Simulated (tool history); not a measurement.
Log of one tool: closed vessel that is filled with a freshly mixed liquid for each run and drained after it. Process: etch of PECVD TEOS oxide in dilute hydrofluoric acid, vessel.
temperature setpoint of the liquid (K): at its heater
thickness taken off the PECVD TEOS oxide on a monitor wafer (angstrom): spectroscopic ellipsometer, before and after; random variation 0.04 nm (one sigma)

run  hour  temperature setpoint of the liquid (K)  parts of water to one part of 49 % hydrofluoric acid (parts by volume)  time in the liquid (s)  thickness taken off the PECVD TEOS oxide on a monitor wafer (angstrom)
  1     0                                  295.15                                                                     130                     100                                                                  179.77
  2   2.2                                  295.15                                                                     155                     100                                                                  145.57
  3   5.6                                  295.15                                                                     130                     100                                                                  179.75
  4  10.7                                  294.65                                                                     135                     100                                                                  168.15
  5  19.8                                  296.15                                                                     135                     100                                                                  178.34
  6  22.3                                  296.15                                                                     135                     110                                                                  196.49
  7  28.9                                  295.15                                                                     145                     110                                                                  174.33
  8  31.5                                  294.65                                                                     150                     110                                                                  163.12
  9    35                                  294.15                                                                     155                     110                                                                  154.82
 10    40                                  293.65                                                                     160                     110                                                                  146.96
 11    43                                  293.15                                                                     165                     110                                                                  137.98
 12  45.2                                  292.65                                                                     170                     110                                                                  131.61
 13  51.5                                  292.15                                                                     175                     110                                                                  124.02
 14  57.9                                  291.65                                                                     175                     110                                                                  122.06
 15  63.4                                  291.65                                                                     175                     110                                                                  121.98
 16  66.1                                  290.65                                                                     185                     110                                                                  110.58

Run 17 comes next. What will it give?
 17  69.2                                  290.65                                                                     185                     110                                                                       ?

{"run 17": {"thickness taken off the PECVD TEOS oxide on a monitor wafer (angstrom)": 109.44}}

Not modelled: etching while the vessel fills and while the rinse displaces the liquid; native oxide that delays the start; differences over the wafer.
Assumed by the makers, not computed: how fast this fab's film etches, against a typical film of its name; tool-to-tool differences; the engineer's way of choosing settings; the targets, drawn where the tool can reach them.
